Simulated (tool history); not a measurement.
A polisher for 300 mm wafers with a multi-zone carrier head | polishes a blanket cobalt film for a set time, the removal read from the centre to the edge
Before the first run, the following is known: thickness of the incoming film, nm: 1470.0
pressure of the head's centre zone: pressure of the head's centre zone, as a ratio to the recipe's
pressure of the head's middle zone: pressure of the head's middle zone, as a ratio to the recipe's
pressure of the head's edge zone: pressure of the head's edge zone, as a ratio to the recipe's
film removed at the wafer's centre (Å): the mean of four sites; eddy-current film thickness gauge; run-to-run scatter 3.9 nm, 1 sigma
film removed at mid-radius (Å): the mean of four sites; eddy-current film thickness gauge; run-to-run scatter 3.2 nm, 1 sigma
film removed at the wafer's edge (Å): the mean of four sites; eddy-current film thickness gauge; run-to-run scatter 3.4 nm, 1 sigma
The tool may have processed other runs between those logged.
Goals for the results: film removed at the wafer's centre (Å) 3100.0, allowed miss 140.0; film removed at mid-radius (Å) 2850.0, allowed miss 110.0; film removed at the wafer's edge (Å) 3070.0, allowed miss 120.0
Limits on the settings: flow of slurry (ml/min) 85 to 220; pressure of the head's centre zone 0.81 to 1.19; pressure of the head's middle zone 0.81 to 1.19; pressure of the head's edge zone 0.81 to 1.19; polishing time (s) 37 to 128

| run | hour | flow of slurry (ml/min) | pressure of the head's centre zone | pressure of the head's middle zone | pressure of the head's edge zone | polishing time (s) | film removed at the wafer's centre (Å) | film removed at mid-radius (Å) | film removed at the wafer's edge (Å) |
|---|---|---|---|---|---|---|---|---|---|
| 1 | 0.0 | 140 | 1.00 | 1.00 | 1.00 | 82 | 5202.0 | 5056.9 | 5004.5 |
| 2 | 6.5 | 140 | 1.00 | 1.00 | 0.95 | 82 | 5323.4 | 5136.3 | 4938.1 |
| 3 | 7.4 | 140 | 1.00 | 1.00 | 0.98 | 82 | 5255.0 | 5059.2 | 4990.2 |
| 4 | 12.2 | 115 | 1.00 | 1.00 | 0.98 | 82 | 4986.4 | 4754.0 | 4801.5 |
| 5 | 19.3 | 115 | 1.00 | 1.00 | 0.98 | 69 | 4171.6 | 4045.8 | 4125.7 |
| 6 | 23.8 | 115 | 1.00 | 0.97 | 0.98 | 69 | 4147.6 | 4004.1 | 4010.3 |
| 7 | 25.3 | 105 | 1.01 | 0.93 | 1.00 | 64 | 3722.8 | 3593.7 | 3768.0 |
| 8 | 26.6 | 100 | 1.02 | 0.83 | 0.90 | 49 | 2989.4 | 2550.7 | 2675.7 |
| 9 | 30.0 | 110 | 1.01 | 0.84 | 0.93 | 49 | 2913.5 | 2661.9 | 2811.4 |
| 10 | 37.1 | 120 | 1.02 | 0.84 | 0.95 | 49 | 3083.2 | 2676.8 | 2923.1 |
| 11 | 41.2 | 125 | 1.01 | 0.85 | 0.96 | 49 | 3104.1 | 2711.9 | 2921.4 |
| 12 | 43.1 | 125 | 1.00 | 0.86 | 0.97 | 49 | 3097.4 | 2733.8 | 2869.1 |
| 13 | 45.6 | 130 | 0.93 | 0.84 | 1.03 | 54 | 3142.8 | 3040.7 | 3296.3 |

Below are 5 possible settings for the next run. Only one of them brings all results inside the allowed miss of their targets. Which is it?
| A | 48.1 | 110 | 0.93 | 0.85 | 1.08 | 56 | ? | ? | ? |
| B | 48.1 | 95 | 0.98 | 0.81 | 1.05 | 59 | ? | ? | ? |
| C | 48.1 | 85 | 0.99 | 0.81 | 1.17 | 55 | ? | ? | ? |
| D | 48.1 | 120 | 0.88 | 0.81 | 1.08 | 55 | ? | ? | ? |
| E | 48.1 | 140 | 0.96 | 0.83 | 0.98 | 51 | ? | ? | ? |

| move | film removed at the wafer's centre (Å) | film removed at mid-radius (Å) | film removed at the wafer's edge (Å) |
|---|---|---|---|
| A | 3064.2 | 3022.7 | 3441.1 |
| B | 3252.4 | 2990.4 | 3481.6 |
| C | 2946.4 | 2695.1 | 3353.4 |
| D | 2914.9 | 2962.7 | 3430.4 |
| E | 3064.7 | 2873.0 | 3104.8 |
A: further off than the last run
B: further off than the last run
C: further off than the last run
D: further off than the last run
E: every result lands within tolerance
The right move is E.
